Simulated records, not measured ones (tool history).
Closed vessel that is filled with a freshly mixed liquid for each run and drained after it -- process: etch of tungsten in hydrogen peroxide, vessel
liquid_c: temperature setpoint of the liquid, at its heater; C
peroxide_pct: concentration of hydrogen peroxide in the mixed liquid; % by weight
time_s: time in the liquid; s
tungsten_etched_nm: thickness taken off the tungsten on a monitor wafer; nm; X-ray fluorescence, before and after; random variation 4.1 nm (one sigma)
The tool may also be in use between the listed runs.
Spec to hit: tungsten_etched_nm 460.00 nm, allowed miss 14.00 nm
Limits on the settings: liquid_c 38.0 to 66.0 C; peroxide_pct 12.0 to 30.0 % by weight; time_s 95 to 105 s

| run | hour | liquid_c | peroxide_pct | time_s | tungsten_etched_nm |
|---|---|---|---|---|---|
| 1 | 0.0 | 54.0 | 22.0 | 95 | 294.98 |
| 2 | 3.8 | 56.0 | 22.0 | 95 | 333.71 |
| 3 | 12.6 | 57.5 | 22.0 | 95 | 362.51 |
| 4 | 16.9 | 58.5 | 22.0 | 95 | 384.86 |
| 5 | 24.7 | 54.5 | 22.0 | 95 | 306.05 |
| 6 | 32.7 | 56.5 | 22.0 | 95 | 339.66 |
| 7 | 34.4 | 58.0 | 22.0 | 95 | 371.40 |
| 8 | 40.4 | 59.0 | 22.0 | 95 | 394.21 |
| 9 | 41.5 | 59.5 | 22.0 | 95 | 402.44 |

Next run, 4 choices. One meets every target within its allowed miss, the rest don't. Which?
| A | 42.6 | 58.5 | 23.0 | 105 | ? |
| B | 42.6 | 62.0 | 21.5 | 95 | ? |
| C | 42.6 | 57.0 | 26.0 | 105 | ? |
| D | 42.6 | 60.5 | 21.5 | 95 | ? |

| move | tungsten_etched_nm |
|---|---|
| A | 430.05 |
| B | 459.93 |
| C | 418.96 |
| D | 422.19 |
A: closes in on the targets versus the last run, not all within tolerance yet
B: each result inside its tolerance
C: closes in on the targets versus the last run, not all within tolerance yet
D: closes in on the targets versus the last run, not all within tolerance yet
The move that meets every target is B.
